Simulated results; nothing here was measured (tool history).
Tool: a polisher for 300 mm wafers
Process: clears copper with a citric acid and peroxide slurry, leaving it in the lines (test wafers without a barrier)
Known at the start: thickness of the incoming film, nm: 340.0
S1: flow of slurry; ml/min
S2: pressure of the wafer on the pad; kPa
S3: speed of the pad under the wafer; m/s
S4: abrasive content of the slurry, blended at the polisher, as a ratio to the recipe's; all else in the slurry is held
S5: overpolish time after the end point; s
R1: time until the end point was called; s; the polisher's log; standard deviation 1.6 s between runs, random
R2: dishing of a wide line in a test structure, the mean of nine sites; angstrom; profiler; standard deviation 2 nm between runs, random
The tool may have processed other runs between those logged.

{"run": 1, "hour": 0.0, "S1": 140, "S2": 21.4, "S3": 1.18, "S4": 1.0, "S5": 29, "R1": 110.57, "R2": 584.7}
{"run": 2, "hour": 5.5, "S1": 140, "S2": 22.1, "S3": 1.18, "S4": 1.0, "S5": 32, "R1": 107.2, "R2": 664.38}
{"run": 3, "hour": 10.3, "S1": 115, "S2": 22.1, "S3": 1.18, "S4": 1.0, "S5": 32, "R1": 110.97, "R2": 611.22}
{"run": 4, "hour": 13.4, "S1": 125, "S2": 22.8, "S3": 1.18, "S4": 1.0, "S5": 34, "R1": 107.56, "R2": 700.14}
{"run": 5, "hour": 21.1, "S1": 130, "S2": 23.4, "S3": 1.18, "S4": 1.0, "S5": 35, "R1": 105.28, "R2": 738.83}
{"run": 6, "hour": 23.2, "S1": 135, "S2": 24.1, "S3": 1.18, "S4": 1.0, "S5": 36, "R1": 99.382, "R2": 704.76}

Forecast run 7:
{"run": 7, "hour": 26.0, "S1": 135, "S2": 24.1, "S3": 1.18, "S4": 1.0, "S5": 36, "R1": "?", "R2": "?"}

{"run 7": {"R1": 100.24, "R2": 754.37}}
